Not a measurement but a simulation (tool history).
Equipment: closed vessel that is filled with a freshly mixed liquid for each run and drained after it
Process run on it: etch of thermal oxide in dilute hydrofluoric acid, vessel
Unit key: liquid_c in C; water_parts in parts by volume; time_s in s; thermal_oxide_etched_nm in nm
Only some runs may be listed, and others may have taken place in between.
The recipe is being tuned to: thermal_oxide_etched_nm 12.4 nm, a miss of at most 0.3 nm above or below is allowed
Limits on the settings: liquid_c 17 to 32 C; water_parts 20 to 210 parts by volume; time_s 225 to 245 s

run 1 day=0 | liquid_c=24 water_parts=115 time_s=225 | thermal_oxide_etched_nm=9.2688
run 2 day=0.192 | liquid_c=26.5 water_parts=115 time_s=225 | thermal_oxide_etched_nm=10.176
run 3 day=0.429 | liquid_c=26.5 water_parts=150 time_s=225 | thermal_oxide_etched_nm=7.4921
run 4 day=0.583 | liquid_c=27 water_parts=145 time_s=225 | thermal_oxide_etched_nm=7.9381
run 5 day=0.738 | liquid_c=27 water_parts=145 time_s=245 | thermal_oxide_etched_nm=8.7227
run 6 day=0.962 | liquid_c=27.5 water_parts=145 time_s=245 | thermal_oxide_etched_nm=8.7774
run 7 day=1.196 | liquid_c=28 water_parts=140 time_s=245 | thermal_oxide_etched_nm=9.2879
run 8 day=1.575 | liquid_c=28 water_parts=140 time_s=245 | thermal_oxide_etched_nm=9.3126

Next run, 5 choices. One meets every target within its allowed miss, the rest don't. Which?
run A day=1.954 | liquid_c=29 water_parts=110 time_s=245 | thermal_oxide_etched_nm=?
run B day=1.954 | liquid_c=28.5 water_parts=105 time_s=245 | thermal_oxide_etched_nm=?
run C day=1.954 | liquid_c=30.5 water_parts=120 time_s=245 | thermal_oxide_etched_nm=?
run D day=1.954 | liquid_c=25.5 water_parts=105 time_s=225 | thermal_oxide_etched_nm=?
run E day=1.954 | liquid_c=28 water_parts=115 time_s=225 | thermal_oxide_etched_nm=?

move=A thermal_oxide_etched_nm=13.004
move=B thermal_oxide_etched_nm=13.46
move=C thermal_oxide_etched_nm=12.431
move=D thermal_oxide_etched_nm=11.016
move=E thermal_oxide_etched_nm=10.928
A: takes the result that was furthest off past its target
B: takes the result that was furthest off past its target
C: all results land within tolerance of their targets
D: closer than the last run, but not yet in spec
E: closer than the last run, but not yet in spec
C is the move that brings every result within its allowed miss.
